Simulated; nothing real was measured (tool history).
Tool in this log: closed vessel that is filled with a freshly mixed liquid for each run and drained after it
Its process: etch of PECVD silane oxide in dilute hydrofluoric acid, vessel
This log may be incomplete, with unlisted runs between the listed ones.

run,day,temperature setpoint of the liquid (K),parts of water to one part of 49 % hydrofluoric acid (parts by volume),time in the liquid (s),thickness taken off the PECVD silane oxide on a monitor wafer (angstrom)
1,0.000,298.15,80,130,245.91
2,0.088,300.15,70,130,313.09
3,0.362,301.65,65,130,359.77
4,0.412,302.65,60,130,399.78
5,0.683,302.65,60,140,436.89
6,0.821,302.65,60,130,404.23
7,0.942,303.65,60,130,424.57

Predict the results of run 8:
8,1.121,304.15,60,130,?

thickness taken off the PECVD silane oxide on a monitor wafer (angstrom): 427.86
